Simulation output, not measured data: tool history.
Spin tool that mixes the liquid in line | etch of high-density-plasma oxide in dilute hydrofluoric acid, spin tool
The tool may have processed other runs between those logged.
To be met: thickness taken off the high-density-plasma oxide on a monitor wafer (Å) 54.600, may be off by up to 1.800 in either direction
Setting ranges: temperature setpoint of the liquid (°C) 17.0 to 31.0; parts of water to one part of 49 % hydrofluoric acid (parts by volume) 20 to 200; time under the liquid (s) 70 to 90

run    day  temperature setpoint of the liquid (°C)  parts of water to one part of 49 % hydrofluoric acid (parts by volume)  time under the liquid (s)  thickness taken off the high-density-plasma oxide on a monitor wafer (Å)
  1  0.000                                     23.0                                                                     110                         90                                                                    61.430
  2  0.042                                     23.0                                                                      90                         90                                                                    79.015
  3  0.217                                     21.5                                                                      95                         90                                                                    68.401
  4  0.588                                     20.5                                                                      95                         90                                                                    67.502
  5  0.754                                     22.0                                                                      95                         90                                                                    71.323
  6  1.067                                     22.0                                                                     110                         90                                                                    59.697
  7  1.171                                     21.5                                                                     110                         90                                                                    58.153
  8  1.442                                     21.0                                                                     110                         90                                                                    57.797

Below are 4 possible settings for the next run. Only one of them brings all results inside the allowed miss of their targets. Which is it?
  A  1.712                                     20.5                                                                      95                         70                                                                         ?
  B  1.712                                     21.0                                                                     110                         85                                                                         ?
  C  1.712                                     22.5                                                                     105                         70                                                                         ?
  D  1.712                                     18.0                                                                     105                         85                                                                         ?

move  thickness taken off the high-density-plasma oxide on a monitor wafer (Å)
   A                                                                    51.516
   B                                                                    54.208
   C                                                                    49.963
   D                                                                    50.482
A: the result that was furthest off in the last run now lies on the other side of its target
B: hits every target within its allowed miss
C: the result that was furthest off in the last run now lies on the other side of its target
D: the result that was furthest off in the last run now lies on the other side of its target
B meets every target.

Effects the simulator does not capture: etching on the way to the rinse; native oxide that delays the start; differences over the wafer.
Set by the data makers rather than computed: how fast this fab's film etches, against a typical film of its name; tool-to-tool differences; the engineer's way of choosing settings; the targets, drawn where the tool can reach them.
